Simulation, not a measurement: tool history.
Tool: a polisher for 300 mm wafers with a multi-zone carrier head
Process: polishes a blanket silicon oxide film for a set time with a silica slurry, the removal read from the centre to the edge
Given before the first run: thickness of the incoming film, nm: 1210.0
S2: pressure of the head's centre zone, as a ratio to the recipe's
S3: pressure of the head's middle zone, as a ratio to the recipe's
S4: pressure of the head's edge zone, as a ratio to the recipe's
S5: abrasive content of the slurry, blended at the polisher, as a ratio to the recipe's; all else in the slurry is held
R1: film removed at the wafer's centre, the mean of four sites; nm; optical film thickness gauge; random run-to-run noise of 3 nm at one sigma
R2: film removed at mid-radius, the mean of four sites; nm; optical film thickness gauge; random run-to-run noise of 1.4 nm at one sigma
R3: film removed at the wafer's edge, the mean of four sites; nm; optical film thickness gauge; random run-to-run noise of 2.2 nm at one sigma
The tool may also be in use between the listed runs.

run 1 hour=0 | flow_of_slurry_(ml/min)=135 S2=1 S3=1 S4=1 S5=1 polishing_time_(s)=82 | R1=379.96 R2=376.89 R3=375.17
run 2 hour=6.9 | flow_of_slurry_(ml/min)=125 S2=1 S3=0.96 S4=0.96 S5=0.85 polishing_time_(s)=77 | R1=327.09 R2=311.32 R3=317.09
run 3 hour=7.5 | flow_of_slurry_(ml/min)=120 S2=0.99 S3=0.93 S4=0.92 S5=0.75 polishing_time_(s)=74 | R1=280.49 R2=270.25 R3=276.25
run 4 hour=15.4 | flow_of_slurry_(ml/min)=90 S2=0.99 S3=0.93 S4=0.92 S5=0.75 polishing_time_(s)=74 | R1=276.65 R2=259.63 R3=265.32
run 5 hour=23.9 | flow_of_slurry_(ml/min)=90 S2=0.99 S3=0.93 S4=0.92 S5=0.75 polishing_time_(s)=57 | R1=208.51 R2=202.65 R3=209.3
run 6 hour=30.3 | flow_of_slurry_(ml/min)=90 S2=0.99 S3=0.93 S4=0.92 S5=0.75 polishing_time_(s)=48 | R1=175.04 R2=169.63 R3=178
run 7 hour=36.1 | flow_of_slurry_(ml/min)=115 S2=1.03 S3=0.95 S4=0.96 S5=0.75 polishing_time_(s)=48 | R1=192.85 R2=177.06 R3=187.5
run 8 hour=43.8 | flow_of_slurry_(ml/min)=130 S2=1.04 S3=0.97 S4=0.99 S5=0.75 polishing_time_(s)=48 | R1=197.66 R2=181.86 R3=189.8

Predict the results of run 9:
run 9 hour=44.9 | flow_of_slurry_(ml/min)=145 S2=1.05 S3=0.97 S4=1.01 S5=0.8 polishing_time_(s)=48 | R1=? R2=? R3=?

R1: 202.1 nm
R2: 193.74 nm
R3: 197.17 nm
